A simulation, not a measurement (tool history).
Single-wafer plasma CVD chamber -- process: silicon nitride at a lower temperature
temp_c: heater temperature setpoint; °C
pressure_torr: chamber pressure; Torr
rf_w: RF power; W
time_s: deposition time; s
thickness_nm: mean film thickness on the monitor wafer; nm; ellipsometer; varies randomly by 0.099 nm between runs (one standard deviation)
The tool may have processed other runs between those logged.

run 1 hour=0 | temp_c=350 pressure_torr=1.82 rf_w=335 time_s=18 | thickness_nm=25.057
run 2 hour=4.2 | temp_c=350 pressure_torr=1.82 rf_w=335 time_s=18 | thickness_nm=25.009
run 3 hour=5.5 | temp_c=355 pressure_torr=1.82 rf_w=335 time_s=18 | thickness_nm=24.944
run 4 hour=9 | temp_c=355 pressure_torr=1.82 rf_w=300 time_s=18 | thickness_nm=23.809
-- hour=17.6 thermocouple changed; heater temperature recalibrated
run 5 hour=17.6 | temp_c=355 pressure_torr=1.82 rf_w=285 time_s=18 | thickness_nm=23.352
run 6 hour=19 | temp_c=355 pressure_torr=1.74 rf_w=280 time_s=18 | thickness_nm=22.766

For run 7, what comes out?
run 7 hour=26.6 | temp_c=355 pressure_torr=1.5 rf_w=275 time_s=18 | thickness_nm=?

{"run 7": {"thickness_nm": 21.172}}
